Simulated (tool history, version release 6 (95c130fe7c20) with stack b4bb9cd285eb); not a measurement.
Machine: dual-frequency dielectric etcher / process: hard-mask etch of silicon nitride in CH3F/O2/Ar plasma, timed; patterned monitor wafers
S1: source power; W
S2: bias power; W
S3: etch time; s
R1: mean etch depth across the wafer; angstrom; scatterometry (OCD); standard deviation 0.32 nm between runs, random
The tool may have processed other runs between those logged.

run 1 hour=0 | S1=480 S2=68 S3=148.5 | R1=995.18
run 2 hour=4.9 | S1=480 S2=76 S3=148.5 | R1=1030.6
run 3 hour=6.3 | S1=450 S2=75 S3=148.5 | R1=1007.6
run 4 hour=8.6 | S1=420 S2=74 S3=148.5 | R1=978.6
run 5 hour=12.4 | S1=500 S2=74 S3=148.5 | R1=1033.4
run 6 hour=21 | S1=460 S2=72 S3=148 | R1=997.84

Predict the results of run 7:
run 7 hour=27.6 | S1=430 S2=71 S3=148 | R1=?

{"run 7": {"R1": 980.42}}
